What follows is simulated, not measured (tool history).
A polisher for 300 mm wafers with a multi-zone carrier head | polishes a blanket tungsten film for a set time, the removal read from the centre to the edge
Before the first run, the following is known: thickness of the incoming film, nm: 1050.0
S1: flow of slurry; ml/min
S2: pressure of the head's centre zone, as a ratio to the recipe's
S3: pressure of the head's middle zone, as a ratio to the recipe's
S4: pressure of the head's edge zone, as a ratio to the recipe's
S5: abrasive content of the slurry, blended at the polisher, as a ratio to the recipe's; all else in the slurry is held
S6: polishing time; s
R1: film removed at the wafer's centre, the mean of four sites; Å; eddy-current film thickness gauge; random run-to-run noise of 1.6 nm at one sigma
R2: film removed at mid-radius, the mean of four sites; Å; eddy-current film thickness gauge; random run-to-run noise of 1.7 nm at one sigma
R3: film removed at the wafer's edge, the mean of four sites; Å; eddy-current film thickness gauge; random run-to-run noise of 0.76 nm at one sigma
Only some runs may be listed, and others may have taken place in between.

| run | day | S1 | S2 | S3 | S4 | S5 | S6 | R1 | R2 | R3 |
|---|---|---|---|---|---|---|---|---|---|---|
| 1 | 0.000 | 125 | 1.00 | 1.00 | 1.00 | 1.00 | 47 | 2301.0 | 2178.0 | 2227.0 |
| 2 | 0.321 | 120 | 1.00 | 1.00 | 0.98 | 0.95 | 45 | 2104.8 | 1997.3 | 2060.9 |
| 3 | 0.471 | 120 | 1.00 | 0.95 | 0.98 | 0.95 | 45 | 2111.5 | 1916.1 | 2063.6 |
| 4 | 0.608 | 120 | 1.00 | 0.96 | 0.96 | 0.90 | 43 | 2014.9 | 1830.7 | 1952.2 |
| 5 | 0.783 | 120 | 0.92 | 0.96 | 0.96 | 0.90 | 43 | 1872.7 | 1822.6 | 1927.4 |
| 6 | 1.062 | 120 | 0.92 | 0.97 | 0.94 | 0.85 | 41 | 1734.2 | 1743.6 | 1815.6 |

Run 7 is up next; what results do you expect?
| 7 | 1.417 | 120 | 0.93 | 0.97 | 0.93 | 0.80 | 39 | ? | ? | ? |

R1: 1617.1 Å
R2: 1649.6 Å
R3: 1688.9 Å
